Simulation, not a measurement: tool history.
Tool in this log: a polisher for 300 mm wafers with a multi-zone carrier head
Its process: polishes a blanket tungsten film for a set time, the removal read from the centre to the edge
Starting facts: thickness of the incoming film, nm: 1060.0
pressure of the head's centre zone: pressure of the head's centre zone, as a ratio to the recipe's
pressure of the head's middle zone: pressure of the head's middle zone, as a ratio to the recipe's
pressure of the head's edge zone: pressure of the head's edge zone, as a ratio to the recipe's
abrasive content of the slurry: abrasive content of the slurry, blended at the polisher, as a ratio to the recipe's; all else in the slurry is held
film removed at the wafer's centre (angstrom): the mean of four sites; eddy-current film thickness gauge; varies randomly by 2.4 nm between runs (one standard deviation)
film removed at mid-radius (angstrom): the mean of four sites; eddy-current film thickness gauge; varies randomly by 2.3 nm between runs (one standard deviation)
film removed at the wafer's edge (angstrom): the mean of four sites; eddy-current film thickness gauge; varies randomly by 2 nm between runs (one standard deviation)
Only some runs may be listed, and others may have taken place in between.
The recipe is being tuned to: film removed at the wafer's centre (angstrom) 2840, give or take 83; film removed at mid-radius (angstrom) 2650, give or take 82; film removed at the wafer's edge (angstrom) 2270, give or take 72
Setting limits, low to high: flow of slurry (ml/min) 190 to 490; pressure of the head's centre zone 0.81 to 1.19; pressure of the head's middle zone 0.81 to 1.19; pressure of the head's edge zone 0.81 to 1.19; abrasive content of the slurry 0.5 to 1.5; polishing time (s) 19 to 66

run,hour,flow of slurry (ml/min),pressure of the head's centre zone,pressure of the head's middle zone,pressure of the head's edge zone,abrasive content of the slurry,polishing time (s),film removed at the wafer's centre (angstrom),film removed at mid-radius (angstrom),film removed at the wafer's edge (angstrom)
1,0,315,1,1,1,1,42,1888.4,1867.8,1840.1
2,4.6,315,1,1,1,0.85,42,1797.5,1763.8,1766
3,5.2,325,1.04,1.03,1.01,1,42,1967,1909,1838.7
4,7.5,335,1.07,1.05,1.02,1.1,43,2122.2,2068.7,1932.7
5,12.7,345,1.09,1.06,1.02,1.2,44,2298.3,2160,2039.9
6,19.5,345,1.17,1.06,1.02,1.2,44,2397.5,2199.7,2031.1
7,28.1,360,1.17,1.08,1.02,1.25,44,2489.8,2253.6,2106
8,31,360,1.18,1.18,0.92,1.45,46,2684.8,2620.9,2158.2
9,34,370,1.18,1.17,0.92,1.45,46,2655.6,2623.3,2180.8
# hour 38.2: worn pad replaced by a new one
10,38.2,370,1.18,1.17,0.92,1.45,46,2989,2915.4,2397.6
11,42.3,360,1.18,1.16,0.92,1.45,46,2941.7,2853.2,2354.6

Next run, 5 choices. One meets every target within its allowed miss, the rest don't. Which?
A,46.4,300,1.18,1.11,0.9,1.5,44,?,?,?
B,46.4,435,1.15,1.09,1.01,1.45,44,?,?,?
C,46.4,410,1.15,1.08,0.99,1.45,45,?,?,?
D,46.4,385,1.11,1.14,0.93,1.5,46,?,?,?
E,46.4,415,1.15,1.05,1.1,1.35,43,?,?,?

move,film removed at the wafer's centre (angstrom),film removed at mid-radius (angstrom),film removed at the wafer's edge (angstrom)
A,2792.3,2607.3,2240.4
B,2803.9,2629.2,2405.5
C,2853.9,2656.5,2428.7
D,2837.1,2855.5,2419.7
E,2680.9,2436.2,2403.9
A: all results in spec
B: brings the last run's worst result on target, with another outside its allowed miss
C: brings the last run's worst result on target, with another outside its allowed miss
D: no better and no worse than the last run
E: moves the result that the last run missed by most past its target, out the other side
Answer: A

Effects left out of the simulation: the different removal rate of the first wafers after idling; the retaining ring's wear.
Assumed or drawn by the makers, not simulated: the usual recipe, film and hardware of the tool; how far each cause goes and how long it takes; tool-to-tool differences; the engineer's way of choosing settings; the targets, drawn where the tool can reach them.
